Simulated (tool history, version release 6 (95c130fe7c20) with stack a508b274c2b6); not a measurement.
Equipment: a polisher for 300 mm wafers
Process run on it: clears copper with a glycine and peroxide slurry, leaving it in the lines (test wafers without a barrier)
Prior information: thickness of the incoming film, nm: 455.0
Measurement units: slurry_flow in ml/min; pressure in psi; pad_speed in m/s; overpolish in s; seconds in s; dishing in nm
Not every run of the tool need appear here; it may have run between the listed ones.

Run 1, hour 0: slurry_flow 265 ml/min, pressure 2.1 psi, pad_speed 0.86 m/s, overpolish 11 s. Result: seconds 108.56 s, dishing 38.207 nm.
Run 2, hour 7.5: slurry_flow 265 ml/min, pressure 1.9 psi, pad_speed 0.86 m/s, overpolish 11 s. Result: seconds 115.53 s, dishing 34.34 nm.
Run 3, hour 13.4: slurry_flow 265 ml/min, pressure 1.5 psi, pad_speed 0.86 m/s, overpolish 11 s. Result: seconds 130.47 s, dishing 29.69 nm.
Run 4, hour 16.2: slurry_flow 265 ml/min, pressure 1.5 psi, pad_speed 0.9 m/s, overpolish 8 s. Result: seconds 129.36 s, dishing 23.765 nm.
Run 5, hour 22.1: slurry_flow 270 ml/min, pressure 1.5 psi, pad_speed 0.96 m/s, overpolish 6 s. Result: seconds 122.19 s, dishing 18.749 nm.
Run 6, hour 28.4: slurry_flow 270 ml/min, pressure 1.7 psi, pad_speed 0.96 m/s, overpolish 6 s. Result: seconds 115.14 s, dishing 20.386 nm.
Run 7, hour 32.6: slurry_flow 270 ml/min, pressure 1.7 psi, pad_speed 0.98 m/s, overpolish 6 s. Result: seconds 114.19 s, dishing 20.66 nm.
Run 8, hour 34.7: slurry_flow 270 ml/min, pressure 1.8 psi, pad_speed 0.98 m/s, overpolish 3 s. Result: seconds 107.54 s, dishing 11.041 nm.
Run 9, hour 43.6: slurry_flow 270 ml/min, pressure 1.8 psi, pad_speed 0.98 m/s, overpolish 3 s. Result: seconds 110.65 s, dishing 11.06 nm.
Run 10, hour 51.3: slurry_flow 275 ml/min, pressure 1.6 psi, pad_speed 1.06 m/s, overpolish 3 s. Result: seconds 110.13 s, dishing 11.182 nm.
Run 11, hour 52.5: slurry_flow 270 ml/min, pressure 1.7 psi, pad_speed 1 m/s, overpolish 4 s. Result: seconds 109.87 s, dishing 14.274 nm.
Run 12, hour 60.8: slurry_flow 270 ml/min, pressure 1.6 psi, pad_speed 1.04 m/s, overpolish 4 s. Result: seconds 110.1 s, dishing 14.462 nm.
Run 13, hour 67: slurry_flow 270 ml/min, pressure 1.5 psi, pad_speed 1.06 m/s, overpolish 4 s. Result: seconds 111.62 s, dishing 13.705 nm.
Run 14, hour 71: slurry_flow 265 ml/min, pressure 1.7 psi, pad_speed 0.98 m/s, overpolish 7 s. Result: seconds 113.63 s, dishing 23.154 nm.
Run 15, hour 79.3: slurry_flow 295 ml/min, pressure 1.7 psi, pad_speed 0.98 m/s, overpolish 7 s. Result: seconds 109.03 s, dishing 24.366 nm.
Run 16, hour 85.4: slurry_flow 275 ml/min, pressure 1.8 psi, pad_speed 0.98 m/s, overpolish 7 s. Result: seconds 106.12 s, dishing 24.547 nm.
Run 17, hour 90.1: slurry_flow 250 ml/min, pressure 1.9 psi, pad_speed 0.98 m/s, overpolish 7 s. Result: seconds 106.21 s, dishing 25.698 nm.
Run 18, hour 98.3: slurry_flow 325 ml/min, pressure 1.4 psi, pad_speed 1 m/s, overpolish 4 s. Result: seconds 123.24 s, dishing 13.173 nm.
Run 19, hour 99.3: slurry_flow 325 ml/min, pressure 1.4 psi, pad_speed 1.02 m/s, overpolish 4 s. Result: seconds 120.62 s, dishing 13.103 nm.
At hour 105.4: worn pad replaced by a new one.
Run 20, hour 105.4: slurry_flow 325 ml/min, pressure 1.7 psi, pad_speed 1 m/s, overpolish 7 s. Result: seconds 100.46 s, dishing 26.801 nm.

Predict the results of run 21:
Run 21, hour 106.3: slurry_flow 305 ml/min, pressure 1.7 psi, pad_speed 0.98 m/s, overpolish 7 s. Result: seconds ?, dishing ?.

seconds: 105.23 s
dishing: 25.9 nm
